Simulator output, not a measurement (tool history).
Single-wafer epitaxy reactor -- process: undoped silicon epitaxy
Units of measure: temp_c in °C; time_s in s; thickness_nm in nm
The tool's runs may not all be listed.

run 1 day=0 | temp_c=670 time_s=164 | thickness_nm=40.907
run 2 day=0.317 | temp_c=678 time_s=164 | thickness_nm=49.634
run 3 day=0.567 | temp_c=688 time_s=164 | thickness_nm=62.536
run 4 day=0.779 | temp_c=683 time_s=164 | thickness_nm=55.338
run 5 day=1.1 | temp_c=679 time_s=164 | thickness_nm=50.521
run 6 day=1.221 | temp_c=676 time_s=164 | thickness_nm=47.098
run 7 day=1.312 | temp_c=673 time_s=164 | thickness_nm=44.204
run 8 day=1.462 | temp_c=671 time_s=164 | thickness_nm=41.826
run 9 day=1.796 | temp_c=669 time_s=164 | thickness_nm=39.602
run 10 day=2.008 | temp_c=668 time_s=164 | thickness_nm=39.444
run 11 day=2.05 | temp_c=667 time_s=164 | thickness_nm=38.316
run 12 day=2.142 | temp_c=659 time_s=164 | thickness_nm=31.516

Run 13 comes next. What will it give?
run 13 day=2.508 | temp_c=659 time_s=164 | thickness_nm=?

thickness_nm: 31.398 nm

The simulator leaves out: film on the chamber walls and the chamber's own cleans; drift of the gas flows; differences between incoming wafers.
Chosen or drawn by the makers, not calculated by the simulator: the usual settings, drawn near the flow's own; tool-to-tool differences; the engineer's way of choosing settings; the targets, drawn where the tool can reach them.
